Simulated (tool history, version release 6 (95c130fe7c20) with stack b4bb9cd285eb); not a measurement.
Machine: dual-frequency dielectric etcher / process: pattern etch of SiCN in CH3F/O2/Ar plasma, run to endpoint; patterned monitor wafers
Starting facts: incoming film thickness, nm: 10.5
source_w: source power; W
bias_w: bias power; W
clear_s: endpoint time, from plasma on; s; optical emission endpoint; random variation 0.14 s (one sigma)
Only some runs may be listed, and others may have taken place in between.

run  hour  source_w  bias_w  clear_s
  1     0       300      94   29.335
  2   5.1       240      94   30.995
  3   7.7       270      96   30.224
  4  11.9       220      96   31.671
  5  14.3       250      98   30.327
  6  19.7       250      92   31.047

Run 7 is up next; what results do you expect?
  7  26.6       280      94        ?

{"run 7": {"clear_s": 29.778}}
